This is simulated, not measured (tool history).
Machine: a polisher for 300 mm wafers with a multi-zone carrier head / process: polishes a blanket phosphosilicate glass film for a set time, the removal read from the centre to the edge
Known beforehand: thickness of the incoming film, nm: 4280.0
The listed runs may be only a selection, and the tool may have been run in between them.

run,hour,flow of slurry (ml/min),pressure of the head's centre zone,pressure of the head's middle zone,pressure of the head's edge zone,abrasive content of the slurry,polishing time (s),film removed at the wafer's centre (Å),film removed at mid-radius (Å),film removed at the wafer's edge (Å)
1,0.0,265,1.00,1.00,1.00,1.00,79,6415.3,6591.5,6437.4
2,2.1,250,0.95,0.95,1.00,0.85,69,4855.0,4867.7,5060.1
3,6.2,250,1.00,0.95,1.00,0.85,69,5131.9,4975.3,5210.9
4,14.8,250,1.06,0.95,1.00,0.85,69,5473.0,5014.2,5224.6
5,18.5,250,1.06,0.95,0.97,0.85,69,5376.7,4932.7,4987.6
6,25.3,250,1.06,0.95,1.00,0.85,69,5314.7,4893.0,5129.6
7,29.3,235,0.99,0.93,1.01,0.75,63,4195.6,4024.5,4202.2
8,32.3,215,0.94,0.90,1.04,0.70,63,3716.2,3669.6,4035.5
9,33.0,205,0.91,0.88,1.04,0.65,63,3401.6,3386.2,3823.4
10,34.8,195,0.88,0.87,1.02,0.60,63,2985.7,3113.3,3458.4
11,42.8,185,0.87,0.86,1.02,0.60,63,2942.9,3043.7,3422.8
12,44.3,180,0.86,0.85,1.02,0.60,63,2869.0,3030.5,3489.2
13,46.3,185,0.86,0.84,1.00,0.60,63,2925.4,3018.5,3380.3
14,52.0,180,0.85,0.83,1.00,0.60,63,2868.0,2929.0,3517.1

Run 15 is up next; what results do you expect?
15,53.2,180,0.85,0.83,0.99,0.60,63,?,?,?

Logged for run 15: film removed at the wafer's centre (Å) 2831.6, film removed at mid-radius (Å) 2947.6, film removed at the wafer's edge (Å) 3478.1.
